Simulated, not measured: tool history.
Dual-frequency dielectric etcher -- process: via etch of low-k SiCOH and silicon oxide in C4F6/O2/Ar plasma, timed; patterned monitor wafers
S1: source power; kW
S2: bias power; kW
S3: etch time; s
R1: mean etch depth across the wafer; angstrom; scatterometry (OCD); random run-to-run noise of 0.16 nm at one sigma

run,day,S1,S2,S3,R1
1,0.000,0.420,0.233,34.0,889.57
2,0.362,0.400,0.224,34.0,865.39
3,0.654,0.380,0.215,33.5,828.45
4,0.792,0.360,0.210,33.5,813.47
5,0.988,0.300,0.210,33.5,784.84
6,1.167,0.300,0.204,33.5,774.22

Run 7, settings as shown, results not yet in. Your forecast:
7,1.446,0.300,0.200,33.5,?

Run 7 yielded R1 766.40 angstrom.
